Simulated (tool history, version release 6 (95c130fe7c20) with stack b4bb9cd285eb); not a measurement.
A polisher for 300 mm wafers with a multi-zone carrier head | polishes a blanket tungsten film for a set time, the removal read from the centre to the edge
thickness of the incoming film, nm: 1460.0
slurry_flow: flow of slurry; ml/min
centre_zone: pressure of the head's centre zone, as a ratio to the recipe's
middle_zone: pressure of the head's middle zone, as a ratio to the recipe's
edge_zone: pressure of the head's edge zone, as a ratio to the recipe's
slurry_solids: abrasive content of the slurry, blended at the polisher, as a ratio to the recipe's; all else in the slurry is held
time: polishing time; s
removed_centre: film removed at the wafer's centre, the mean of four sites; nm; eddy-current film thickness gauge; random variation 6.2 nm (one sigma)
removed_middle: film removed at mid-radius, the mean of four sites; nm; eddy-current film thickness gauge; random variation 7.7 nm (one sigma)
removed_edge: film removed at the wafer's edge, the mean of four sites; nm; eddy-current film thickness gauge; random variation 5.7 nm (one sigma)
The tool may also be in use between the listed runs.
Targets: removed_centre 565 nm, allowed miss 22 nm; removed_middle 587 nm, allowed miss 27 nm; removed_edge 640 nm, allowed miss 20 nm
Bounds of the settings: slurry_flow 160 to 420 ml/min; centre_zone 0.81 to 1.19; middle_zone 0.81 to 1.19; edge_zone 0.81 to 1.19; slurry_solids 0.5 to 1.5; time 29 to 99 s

| run | hour | slurry_flow | centre_zone | middle_zone | edge_zone | slurry_solids | time | removed_centre | removed_middle | removed_edge |
|---|---|---|---|---|---|---|---|---|---|---|
| 1 | 0 | 270 | 1 | 1 | 1 | 1 | 64 | 537.47 | 560.7 | 548.49 |
| 2 | 3.9 | 225 | 1 | 1 | 1 | 1 | 64 | 527.5 | 537.94 | 540.18 |
| 3 | 9.2 | 225 | 0.94 | 1 | 1 | 1 | 64 | 494.21 | 534.91 | 541.48 |
| 4 | 16.9 | 225 | 0.94 | 1.04 | 1 | 1 | 64 | 486.97 | 558.18 | 545.56 |
| 5 | 18.1 | 230 | 0.95 | 1.03 | 1.02 | 1.05 | 64 | 511.19 | 571.83 | 553.72 |
| 6 | 18.8 | 230 | 0.94 | 1.02 | 1.04 | 1.05 | 64 | 505.36 | 558.39 | 555.86 |
| 7 | 26.9 | 230 | 0.94 | 1.02 | 1.04 | 1.05 | 64 | 508.45 | 542.16 | 556.57 |
| 8 | 35.4 | 235 | 0.93 | 1.02 | 1.05 | 1.05 | 64 | 491.74 | 560.3 | 553.46 |
| 9 | 40.2 | 230 | 0.93 | 1.01 | 1.05 | 1.1 | 65 | 504.07 | 576.23 | 571.13 |
| 10 | 43.5 | 225 | 0.93 | 1 | 1.06 | 1.1 | 66 | 512.61 | 564.06 | 583.45 |
| 11 | 51 | 225 | 0.93 | 1 | 1.07 | 1.1 | 66 | 510.95 | 569.22 | 591.34 |
| 12 | 57.3 | 225 | 0.94 | 1 | 1.08 | 1.1 | 66 | 526.14 | 563.04 | 592.89 |
| 13 | 62 | 225 | 0.94 | 1 | 1.09 | 1.1 | 66 | 519.23 | 565.96 | 596.01 |
| 14 | 62.6 | 225 | 0.95 | 1 | 1.1 | 1.1 | 66 | 523.99 | 570.56 | 591.38 |

5 next moves are on the table. One of them brings every result within its allowed miss. Which?
| A | 63.2 | 220 | 0.98 | 0.88 | 1.13 | 1.1 | 76 | ? | ? | ? |
| B | 63.2 | 180 | 0.99 | 0.99 | 1.16 | 1.1 | 71 | ? | ? | ? |
| C | 63.2 | 245 | 1.04 | 1.03 | 1.09 | 0.95 | 64 | ? | ? | ? |
| D | 63.2 | 180 | 0.91 | 0.91 | 1.17 | 1.2 | 75 | ? | ? | ? |
| E | 63.2 | 255 | 0.85 | 0.98 | 1.11 | 0.95 | 68 | ? | ? | ? |

| move | removed_centre | removed_middle | removed_edge |
|---|---|---|---|
| A | 610.66 | 603.24 | 691 |
| B | 554.79 | 600.65 | 635.43 |
| C | 535.43 | 567.24 | 557.84 |
| D | 550.77 | 604.56 | 689.32 |
| E | 468.54 | 581.45 | 599.99 |
A: takes the result that was furthest off past its target
B: meets every target
C: further off than the last run
D: takes the result that was furthest off past its target
E: further off than the last run
Move B is the one to make.

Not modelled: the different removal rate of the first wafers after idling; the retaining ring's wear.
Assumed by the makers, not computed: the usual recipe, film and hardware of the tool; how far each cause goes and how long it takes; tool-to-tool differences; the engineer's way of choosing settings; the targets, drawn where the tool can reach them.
